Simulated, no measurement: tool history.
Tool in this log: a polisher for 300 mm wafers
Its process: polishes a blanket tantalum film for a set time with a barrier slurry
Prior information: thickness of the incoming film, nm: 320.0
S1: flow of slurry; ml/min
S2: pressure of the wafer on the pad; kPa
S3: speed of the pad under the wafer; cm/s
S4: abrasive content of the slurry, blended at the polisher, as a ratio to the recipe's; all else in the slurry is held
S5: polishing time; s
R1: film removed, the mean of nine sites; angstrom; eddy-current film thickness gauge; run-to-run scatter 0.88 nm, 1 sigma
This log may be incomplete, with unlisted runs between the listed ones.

run 1 hour=0 | S1=275 S2=12.4 S3=120 S4=1 S5=41 | R1=843.9
run 2 hour=2.1 | S1=275 S2=12.4 S3=108 S4=1 S5=41 | R1=783.22
run 3 hour=11 | S1=275 S2=12.4 S3=84 S4=1 S5=41 | R1=684.1
run 4 hour=15.2 | S1=275 S2=14.5 S3=84 S4=1 S5=41 | R1=775.47
run 5 hour=19.9 | S1=275 S2=14.5 S3=94 S4=1 S5=41 | R1=831.75
run 6 hour=24.7 | S1=275 S2=14.5 S3=94 S4=1 S5=37 | R1=759.52
run 7 hour=26.9 | S1=285 S2=17.9 S3=96 S4=1 S5=37 | R1=934.51
run 8 hour=33.7 | S1=285 S2=18.6 S3=100 S4=1 S5=37 | R1=987.69
run 9 hour=41.2 | S1=285 S2=18.6 S3=104 S4=1 S5=37 | R1=1004.8
run 10 hour=42.8 | S1=285 S2=18.6 S3=106 S4=1 S5=37 | R1=1028.3

Run 11 comes next. What will it give?
run 11 hour=49 | S1=285 S2=18.6 S3=108 S4=1 S5=37 | R1=?

{"run 11": {"R1": 1035}}

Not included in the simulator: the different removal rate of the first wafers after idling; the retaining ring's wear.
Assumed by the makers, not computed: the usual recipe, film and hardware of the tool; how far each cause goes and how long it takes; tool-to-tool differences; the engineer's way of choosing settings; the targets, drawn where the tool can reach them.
